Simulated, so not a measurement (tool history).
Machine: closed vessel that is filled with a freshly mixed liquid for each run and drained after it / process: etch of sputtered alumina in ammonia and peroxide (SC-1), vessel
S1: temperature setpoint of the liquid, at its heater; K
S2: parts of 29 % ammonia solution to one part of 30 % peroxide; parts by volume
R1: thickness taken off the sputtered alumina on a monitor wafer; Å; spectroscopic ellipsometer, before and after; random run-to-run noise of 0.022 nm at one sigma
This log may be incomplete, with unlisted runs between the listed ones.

run 1 hour=0.0 | S1=334.15 S2=0.45 time_in_the_liquid_(s)=35 | R1=44.860
run 2 hour=6.8 | S1=334.15 S2=0.35 time_in_the_liquid_(s)=35 | R1=43.936
run 3 hour=8.0 | S1=336.15 S2=0.40 time_in_the_liquid_(s)=35 | R1=49.147
run 4 hour=9.0 | S1=336.15 S2=0.40 time_in_the_liquid_(s)=30 | R1=42.234
run 5 hour=15.7 | S1=339.15 S2=0.40 time_in_the_liquid_(s)=30 | R1=48.958
run 6 hour=24.2 | S1=339.15 S2=0.40 time_in_the_liquid_(s)=35 | R1=57.217
run 7 hour=27.5 | S1=340.15 S2=0.40 time_in_the_liquid_(s)=35 | R1=59.997
run 8 hour=35.3 | S1=340.15 S2=0.40 time_in_the_liquid_(s)=35 | R1=59.890
run 9 hour=42.0 | S1=340.65 S2=0.45 time_in_the_liquid_(s)=35 | R1=62.337

What does the tool deliver on the next run?
run 10 hour=49.8 | S1=341.15 S2=0.45 time_in_the_liquid_(s)=35 | R1=?

{"run 10": {"R1": 63.704}}

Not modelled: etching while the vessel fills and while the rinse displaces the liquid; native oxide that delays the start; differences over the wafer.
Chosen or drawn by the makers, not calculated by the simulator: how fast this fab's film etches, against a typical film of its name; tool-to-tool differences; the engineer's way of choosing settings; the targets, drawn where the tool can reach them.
